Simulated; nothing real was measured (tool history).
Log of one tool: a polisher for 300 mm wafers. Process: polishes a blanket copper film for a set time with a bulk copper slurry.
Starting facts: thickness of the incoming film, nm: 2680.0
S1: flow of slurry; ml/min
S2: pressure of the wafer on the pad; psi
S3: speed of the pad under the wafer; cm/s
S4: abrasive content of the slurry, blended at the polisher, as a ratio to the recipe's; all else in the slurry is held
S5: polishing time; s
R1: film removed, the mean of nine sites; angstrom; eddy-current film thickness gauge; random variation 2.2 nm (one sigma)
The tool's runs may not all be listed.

| run | day | S1 | S2 | S3 | S4 | S5 | R1 |
|---|---|---|---|---|---|---|---|
| 1 | 0 | 125 | 3.2 | 108 | 1 | 49 | 4272.6 |
| 2 | 0.121 | 115 | 3.2 | 108 | 1 | 49 | 4159 |
| 3 | 0.475 | 100 | 3.2 | 108 | 1 | 49 | 4071.8 |
| 4 | 0.804 | 95 | 2.9 | 108 | 1 | 49 | 3664.3 |
| 5 | 0.946 | 90 | 2.6 | 108 | 1 | 49 | 3241.7 |
| 6 | 1.154 | 100 | 2.6 | 108 | 1 | 49 | 3382.1 |
| 7 | 1.396 | 95 | 2.4 | 108 | 1 | 49 | 3004.6 |
| 8 | 1.721 | 95 | 2.3 | 108 | 1 | 49 | 2907.7 |
| 9 | 1.938 | 95 | 2.2 | 108 | 1 | 49 | 2790.8 |
| 10 | 2.258 | 95 | 2.2 | 108 | 1 | 49 | 2842.8 |
|  | 2.388 | worn pad replaced by a new one |
| 11 | 2.388 | 90 | 2.1 | 108 | 1 | 49 | 2893.6 |
| 12 | 2.446 | 90 | 2 | 108 | 1 | 49 | 2769.7 |

Forecast run 13:
| 13 | 2.596 | 90 | 1.9 | 108 | 1 | 49 | ? |

R1: 2603.1 angstrom
